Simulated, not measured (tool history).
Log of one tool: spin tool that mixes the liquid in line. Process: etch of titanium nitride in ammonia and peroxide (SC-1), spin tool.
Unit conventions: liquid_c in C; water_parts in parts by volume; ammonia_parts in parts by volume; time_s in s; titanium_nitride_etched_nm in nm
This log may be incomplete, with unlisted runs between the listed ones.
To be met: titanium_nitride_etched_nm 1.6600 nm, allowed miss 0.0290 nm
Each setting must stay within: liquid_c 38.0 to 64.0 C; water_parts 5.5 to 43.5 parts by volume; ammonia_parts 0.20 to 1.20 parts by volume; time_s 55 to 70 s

run	day	liquid_c	water_parts	ammonia_parts	time_s	titanium_nitride_etched_nm
1	0.000	48.0	24.5	0.70	70	4.5069
2	0.250	48.0	30.5	0.70	70	3.9599
3	0.479	45.0	33.0	0.70	70	3.0835
4	0.762	43.0	35.0	0.70	70	2.5788
5	1.075	41.5	36.5	0.70	70	2.2449
# day 1.183: ammonia flow meter replaced
6	1.183	48.0	36.5	0.70	70	3.5676
7	1.512	45.0	37.5	0.70	70	2.8126
8	1.729	43.0	38.0	0.70	70	2.4253
9	1.783	41.5	38.5	0.70	70	2.1430
10	2.108	41.5	38.5	0.70	70	2.1683
11	2.479	40.5	39.0	0.70	70	1.9798

Exactly one of the 4 candidate moves below puts every result within its allowed miss. Which one?
A	2.850	46.0	35.5	0.75	55	?
B	2.850	38.0	35.0	0.80	70	?
C	2.850	42.5	43.5	0.65	55	?
D	2.850	44.0	41.0	0.95	70	?

move	titanium_nitride_etched_nm
A	2.4988
B	1.8058
C	1.6803
D	2.6513
A: further off than the last run
B: nearer than the last run, and not there yet
C: hits every target within its allowed miss
D: further off than the last run
Move C is the one to make.

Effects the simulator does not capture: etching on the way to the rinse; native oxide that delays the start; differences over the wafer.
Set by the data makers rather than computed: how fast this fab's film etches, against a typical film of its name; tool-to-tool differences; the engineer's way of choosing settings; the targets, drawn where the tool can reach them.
